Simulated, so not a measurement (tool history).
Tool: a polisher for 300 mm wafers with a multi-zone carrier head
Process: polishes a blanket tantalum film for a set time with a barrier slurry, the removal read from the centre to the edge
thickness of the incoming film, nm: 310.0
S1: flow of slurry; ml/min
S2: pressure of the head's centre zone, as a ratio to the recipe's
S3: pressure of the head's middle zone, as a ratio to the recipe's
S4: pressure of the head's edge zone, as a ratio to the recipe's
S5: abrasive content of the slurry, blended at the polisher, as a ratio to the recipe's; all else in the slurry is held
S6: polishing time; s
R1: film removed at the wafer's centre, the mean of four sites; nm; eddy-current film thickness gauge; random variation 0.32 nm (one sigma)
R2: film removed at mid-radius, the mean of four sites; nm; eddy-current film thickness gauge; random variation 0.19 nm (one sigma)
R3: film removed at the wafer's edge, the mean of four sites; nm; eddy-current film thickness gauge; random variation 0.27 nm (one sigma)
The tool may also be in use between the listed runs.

Run 1, hour 0: S1 235 ml/min, S2 1, S3 1, S4 1, S5 1, S6 35 s. Result: R1 41.951 nm, R2 39.828 nm, R3 40.23 nm.
Run 2, hour 5.6: S1 235 ml/min, S2 1, S3 1, S4 1, S5 1, S6 42 s. Result: R1 49.688 nm, R2 49.108 nm, R3 47.202 nm.
Run 3, hour 13.6: S1 230 ml/min, S2 1, S3 0.97, S4 0.97, S5 0.9, S6 38 s. Result: R1 42.495 nm, R2 41.135 nm, R3 40.997 nm.
Run 4, hour 15.8: S1 230 ml/min, S2 1.03, S3 0.94, S4 0.95, S5 0.8, S6 35 s. Result: R1 38.76 nm, R2 34.552 nm, R3 35.9 nm.
Run 5, hour 23.1: S1 230 ml/min, S2 1.03, S3 0.94, S4 0.95, S5 0.8, S6 42 s. Result: R1 46.379 nm, R2 41.582 nm, R3 42.782 nm.
Run 6, hour 26.4: S1 225 ml/min, S2 1.04, S3 0.92, S4 0.92, S5 0.75, S6 39 s. Result: R1 41.683 nm, R2 36.284 nm, R3 37.196 nm.
Run 7, hour 29.1: S1 215 ml/min, S2 1.04, S3 0.9, S4 0.91, S5 0.7, S6 37 s. Result: R1 38.286 nm, R2 33.132 nm, R3 34.138 nm.
Run 8, hour 35.4: S1 215 ml/min, S2 1.04, S3 0.88, S4 0.91, S5 0.65, S6 35 s. Result: R1 33.49 nm, R2 28.506 nm, R3 30.521 nm.
Run 9, hour 41.8: S1 210 ml/min, S2 1.05, S3 0.86, S4 0.9, S5 0.6, S6 35 s. Result: R1 32.613 nm, R2 26.578 nm, R3 28.433 nm.
Run 10, hour 50.2: S1 200 ml/min, S2 1.05, S3 0.85, S4 0.9, S5 0.6, S6 35 s. Result: R1 31.595 nm, R2 26.086 nm, R3 28.514 nm.
Run 11, hour 54.7: S1 190 ml/min, S2 1.06, S3 0.84, S4 0.89, S5 0.6, S6 35 s. Result: R1 31.947 nm, R2 26.034 nm, R3 28.315 nm.
Run 12, hour 63.2: S1 190 ml/min, S2 1.06, S3 0.83, S4 0.89, S5 0.6, S6 35 s. Result: R1 32.324 nm, R2 25.428 nm, R3 28.398 nm.
Run 13, hour 66.1: S1 185 ml/min, S2 1.06, S3 0.83, S4 0.88, S5 0.6, S6 35 s. Result: R1 31.989 nm, R2 25.294 nm, R3 27.486 nm.
Run 14, hour 68.4: S1 180 ml/min, S2 1.06, S3 0.83, S4 0.88, S5 0.6, S6 35 s. Result: R1 31.603 nm, R2 25.086 nm, R3 28.338 nm.
Run 15, hour 70.3: S1 180 ml/min, S2 1.06, S3 0.83, S4 0.87, S5 0.6, S6 35 s. Result: R1 31.793 nm, R2 25.097 nm, R3 27.431 nm.
Run 16, hour 79.3: S1 175 ml/min, S2 1.06, S3 0.83, S4 0.87, S5 0.6, S6 35 s. Result: R1 31.868 nm, R2 24.918 nm, R3 27.758 nm.
Run 17, hour 85.9: S1 170 ml/min, S2 1.05, S3 0.83, S4 0.86, S5 0.6, S6 35 s. Result: R1 31.084 nm, R2 24.782 nm, R3 27.38 nm.
Run 18, hour 91.4: S1 160 ml/min, S2 1.05, S3 0.81, S4 0.85, S5 0.5, S6 33 s. Result: R1 24.726 nm, R2 19.073 nm, R3 21.516 nm.
Run 19, hour 99.2: S1 160 ml/min, S2 1.05, S3 0.81, S4 0.85, S5 0.5, S6 33 s. Result: R1 24.386 nm, R2 19.115 nm, R3 21.578 nm.

The next listed run, before its measurement:
Run 20, hour 105.8: S1 175 ml/min, S2 1.05, S3 0.81, S4 0.86, S5 0.5, S6 33 s. Result: R1 ?, R2 ?, R3 ?.

R1: 25.215 nm
R2: 19.493 nm
R3: 22.073 nm

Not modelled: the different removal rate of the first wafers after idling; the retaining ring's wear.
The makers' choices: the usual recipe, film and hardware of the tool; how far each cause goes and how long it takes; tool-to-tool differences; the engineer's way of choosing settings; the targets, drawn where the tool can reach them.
